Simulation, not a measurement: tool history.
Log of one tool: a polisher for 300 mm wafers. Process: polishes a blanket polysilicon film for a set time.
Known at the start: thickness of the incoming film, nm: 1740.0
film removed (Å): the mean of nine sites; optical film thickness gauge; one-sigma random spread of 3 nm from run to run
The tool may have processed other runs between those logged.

| run | hour | flow of slurry (ml/min) | pressure of the wafer on the pad (psi) | speed of the pad under the wafer (cm/s) | polishing time (s) | film removed (Å) |
|---|---|---|---|---|---|---|
| 1 | 0 | 120 | 2.3 | 98 | 47 | 3161.3 |
| 2 | 4.5 | 120 | 2.3 | 110 | 47 | 3576.3 |
| 3 | 8.1 | 135 | 2.3 | 110 | 47 | 3604.3 |
| 4 | 16.7 | 135 | 2 | 108 | 47 | 3308.4 |
| 5 | 21 | 135 | 1.7 | 104 | 47 | 2803.6 |
| 6 | 29.9 | 135 | 2 | 104 | 47 | 3086.5 |
| 7 | 38.1 | 135 | 1.7 | 102 | 47 | 2709.7 |
| 8 | 38.6 | 135 | 1.7 | 102 | 47 | 2777 |
| 9 | 40.7 | 135 | 1.5 | 100 | 47 | 2519.2 |
| 10 | 49.6 | 135 | 1.4 | 100 | 47 | 2368.8 |

Run 11 is up next; what results do you expect?
|  | 52.9 | slurry nozzle cleaned |
| 11 | 52.9 | 130 | 1.3 | 100 | 47 | ? |

Run 11 gave film removed (Å) 2450.5.
